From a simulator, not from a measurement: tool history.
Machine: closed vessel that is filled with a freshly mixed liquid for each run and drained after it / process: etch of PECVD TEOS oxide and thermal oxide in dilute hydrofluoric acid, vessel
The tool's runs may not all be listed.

| run | hour | temperature setpoint of the liquid (C) | parts of water to one part of 49 % hydrofluoric acid (parts by volume) | time in the liquid (s) | thickness taken off the PECVD TEOS oxide on a monitor wafer (angstrom) | thickness taken off the thermal oxide on a monitor wafer (angstrom) |
|---|---|---|---|---|---|---|
| 1 | 0 | 22 | 240 | 480 | 187.47 | 79.196 |
| 2 | 5.2 | 21 | 265 | 480 | 160.93 | 68.734 |
| 3 | 9.6 | 21 | 190 | 480 | 242.85 | 99.407 |
| 4 | 18 | 21 | 115 | 480 | 430.17 | 180.3 |
| 5 | 26.5 | 20 | 165 | 480 | 277.16 | 116.34 |
| 6 | 29.9 | 17.5 | 165 | 480 | 249.01 | 103.65 |
| 7 | 34.9 | 17 | 260 | 475 | 140.86 | 58.611 |

Run 8, settings as shown, results not yet in. Your forecast:
| 8 | 39.6 | 17 | 280 | 475 | ? | ? |

For run 8 the tool returned thickness taken off the PECVD TEOS oxide on a monitor wafer (angstrom) 128.85, thickness taken off the thermal oxide on a monitor wafer (angstrom) 53.904.
